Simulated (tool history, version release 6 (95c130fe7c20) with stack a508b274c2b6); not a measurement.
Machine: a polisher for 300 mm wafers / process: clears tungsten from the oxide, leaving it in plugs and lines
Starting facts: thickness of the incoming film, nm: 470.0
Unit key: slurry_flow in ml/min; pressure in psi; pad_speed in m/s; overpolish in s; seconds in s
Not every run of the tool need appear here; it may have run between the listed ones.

run,day,slurry_flow,pressure,pad_speed,slurry_solids,overpolish,seconds
1,0.000,135,2.8,0.92,1.0,14,128.480
2,0.167,135,2.9,0.92,1.0,14,125.910
3,0.375,135,2.9,0.78,1.0,14,145.270
4,0.446,135,3.6,0.78,1.0,14,119.510
5,0.729,135,3.6,0.78,1.2,14,114.030
6,0.892,135,3.6,0.78,1.3,14,113.690
7,1.125,135,3.7,0.78,1.3,14,107.650
8,1.400,135,3.7,0.78,1.3,14,110.240
9,1.721,135,3.8,0.78,1.3,14,106.760
10,1.842,135,3.9,0.78,1.3,14,103.970

Expected results for the next run?
11,2.112,145,4.1,0.78,1.3,14,?

seconds: 96.701 s

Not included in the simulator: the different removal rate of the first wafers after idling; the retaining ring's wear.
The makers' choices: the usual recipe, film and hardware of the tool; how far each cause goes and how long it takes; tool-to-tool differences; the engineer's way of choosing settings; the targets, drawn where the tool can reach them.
